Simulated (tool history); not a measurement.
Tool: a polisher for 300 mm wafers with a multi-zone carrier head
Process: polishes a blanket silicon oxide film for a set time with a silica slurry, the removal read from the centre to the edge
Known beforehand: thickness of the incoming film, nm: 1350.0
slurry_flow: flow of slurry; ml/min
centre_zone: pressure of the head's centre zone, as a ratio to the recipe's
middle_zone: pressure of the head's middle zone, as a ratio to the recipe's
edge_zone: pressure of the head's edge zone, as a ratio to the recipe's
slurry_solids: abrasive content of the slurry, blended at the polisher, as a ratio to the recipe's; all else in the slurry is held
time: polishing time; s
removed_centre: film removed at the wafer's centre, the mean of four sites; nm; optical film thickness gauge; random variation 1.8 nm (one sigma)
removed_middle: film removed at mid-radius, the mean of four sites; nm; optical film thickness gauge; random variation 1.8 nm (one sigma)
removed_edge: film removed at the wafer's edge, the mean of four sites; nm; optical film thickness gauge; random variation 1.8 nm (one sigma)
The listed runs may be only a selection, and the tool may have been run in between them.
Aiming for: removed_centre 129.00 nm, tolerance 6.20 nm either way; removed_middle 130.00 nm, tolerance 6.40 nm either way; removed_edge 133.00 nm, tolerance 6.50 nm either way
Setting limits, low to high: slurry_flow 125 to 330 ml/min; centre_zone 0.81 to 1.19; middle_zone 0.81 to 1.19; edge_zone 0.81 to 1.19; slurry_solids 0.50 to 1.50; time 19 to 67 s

Run 1, day 0.000: slurry_flow 210 ml/min, centre_zone 1.00, middle_zone 1.00, edge_zone 1.00, slurry_solids 1.00, time 43 s. Result: removed_centre 184.99 nm, removed_middle 188.22 nm, removed_edge 183.39 nm.
Run 2, day 0.192: slurry_flow 210 ml/min, centre_zone 0.99, middle_zone 0.98, edge_zone 0.99, slurry_solids 0.90, time 43 s. Result: removed_centre 185.30 nm, removed_middle 173.68 nm, removed_edge 177.58 nm.
Run 3, day 0.446: slurry_flow 205 ml/min, centre_zone 0.96, middle_zone 0.99, edge_zone 0.99, slurry_solids 0.85, time 42 s. Result: removed_centre 164.59 nm, removed_middle 167.05 nm, removed_edge 168.16 nm.
Run 4, day 0.804: slurry_flow 205 ml/min, centre_zone 0.95, middle_zone 0.99, edge_zone 0.97, slurry_solids 0.80, time 42 s. Result: removed_centre 161.30 nm, removed_middle 161.56 nm, removed_edge 164.31 nm.
Run 5, day 0.946: slurry_flow 205 ml/min, centre_zone 0.95, middle_zone 0.99, edge_zone 0.97, slurry_solids 0.60, time 42 s. Result: removed_centre 153.00 nm, removed_middle 155.52 nm, removed_edge 147.74 nm.
Run 6, day 1.317: slurry_flow 200 ml/min, centre_zone 0.94, middle_zone 0.98, edge_zone 0.96, slurry_solids 0.60, time 42 s. Result: removed_centre 147.53 nm, removed_middle 149.95 nm, removed_edge 149.87 nm.
Run 7, day 1.346: slurry_flow 200 ml/min, centre_zone 0.94, middle_zone 0.98, edge_zone 0.96, slurry_solids 0.60, time 41 s. Result: removed_centre 144.78 nm, removed_middle 147.56 nm, removed_edge 144.41 nm.
Run 8, day 1.642: slurry_flow 195 ml/min, centre_zone 0.93, middle_zone 0.97, edge_zone 0.95, slurry_solids 0.60, time 41 s. Result: removed_centre 142.54 nm, removed_middle 146.71 nm, removed_edge 142.61 nm.

Which of these 4 next moves meets every target?
Run A, day 1.938: slurry_flow 205 ml/min, centre_zone 0.82, middle_zone 0.84, edge_zone 1.07, slurry_solids 0.75, time 37 s. Result: removed_centre ?, removed_middle ?, removed_edge ?.
Run B, day 1.938: slurry_flow 200 ml/min, centre_zone 0.99, middle_zone 0.86, edge_zone 0.81, slurry_solids 0.75, time 41 s. Result: removed_centre ?, removed_middle ?, removed_edge ?.
Run C, day 1.938: slurry_flow 180 ml/min, centre_zone 0.93, middle_zone 0.95, edge_zone 0.96, slurry_solids 0.60, time 38 s. Result: removed_centre ?, removed_middle ?, removed_edge ?.
Run D, day 1.938: slurry_flow 215 ml/min, centre_zone 1.03, middle_zone 0.88, edge_zone 1.06, slurry_solids 0.65, time 35 s. Result: removed_centre ?, removed_middle ?, removed_edge ?.

move  removed_centre  removed_middle  removed_edge
   A          126.60          128.14        146.82
   B          161.99          144.34        142.56
   C          132.38          134.70        132.54
   D          138.08          121.31        133.03
A: gets the furthest-off result to its target, but another result is out of tolerance
B: misses by more than the last run did
C: in spec on every target
D: the result that was furthest off in the last run now lies on the other side of its target
C is the move that brings every result within its allowed miss.
